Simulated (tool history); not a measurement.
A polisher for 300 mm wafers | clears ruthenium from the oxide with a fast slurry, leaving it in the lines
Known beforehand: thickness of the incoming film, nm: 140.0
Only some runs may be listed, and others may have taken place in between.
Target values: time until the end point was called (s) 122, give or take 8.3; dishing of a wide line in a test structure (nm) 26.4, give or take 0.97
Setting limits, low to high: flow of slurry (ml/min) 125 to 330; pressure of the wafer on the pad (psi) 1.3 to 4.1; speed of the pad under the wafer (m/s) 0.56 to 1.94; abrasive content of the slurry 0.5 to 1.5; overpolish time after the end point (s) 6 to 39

| run | day | flow of slurry (ml/min) | pressure of the wafer on the pad (psi) | speed of the pad under the wafer (m/s) | abrasive content of the slurry | overpolish time after the end point (s) | time until the end point was called (s) | dishing of a wide line in a test structure (nm) |
|---|---|---|---|---|---|---|---|---|
| 1 | 0 | 210 | 2.7 | 1.24 | 1 | 20 | 23.832 | 80.649 |
| 2 | 0.104 | 200 | 2.5 | 1.16 | 0.95 | 20 | 28.086 | 70.775 |
| 3 | 0.258 | 200 | 2.5 | 1.16 | 1.15 | 20 | 24.515 | 79.128 |
| 4 | 0.633 | 190 | 2.4 | 1.08 | 1.05 | 20 | 29.585 | 68.122 |
| 5 | 0.788 | 180 | 2.3 | 1.02 | 1 | 20 | 33.519 | 61.863 |
| 6 | 1.067 | 135 | 2.3 | 1.02 | 1 | 20 | 35.999 | 60.147 |
| 7 | 1.354 | 135 | 2.2 | 0.96 | 0.95 | 20 | 39.873 | 53.728 |
| 8 | 1.683 | 135 | 2.1 | 0.92 | 0.9 | 20 | 45.125 | 48.192 |
| 9 | 1.867 | 135 | 2 | 0.88 | 0.85 | 21 | 53.921 | 45.371 |

Consider the 5 candidate settings below. Which is the only one whose results all fall within their allowed miss of target?
| A | 2.05 | 205 | 3.3 | 1.28 | 1.15 | 17 | ? | ? |
| B | 2.05 | 130 | 2.3 | 0.94 | 1.15 | 20 | ? | ? |
| C | 2.05 | 125 | 1.3 | 0.56 | 0.65 | 33 | ? | ? |
| D | 2.05 | 125 | 1.3 | 0.56 | 0.85 | 27 | ? | ? |
| E | 2.05 | 145 | 1.3 | 0.66 | 0.75 | 21 | ? | ? |

| move | time until the end point was called (s) | dishing of a wide line in a test structure (nm) |
|---|---|---|
| A | 17.534 | 90.248 |
| B | 35.272 | 60.338 |
| C | 163.65 | 24.381 |
| D | 123.3 | 26.313 |
| E | 116.7 | 21.926 |
A: its largest miss is bigger than the last run's
B: its largest miss is bigger than the last run's
C: takes the result that was furthest off past its target
D: in spec on every target
E: takes the result that was furthest off past its target
The right move is D.
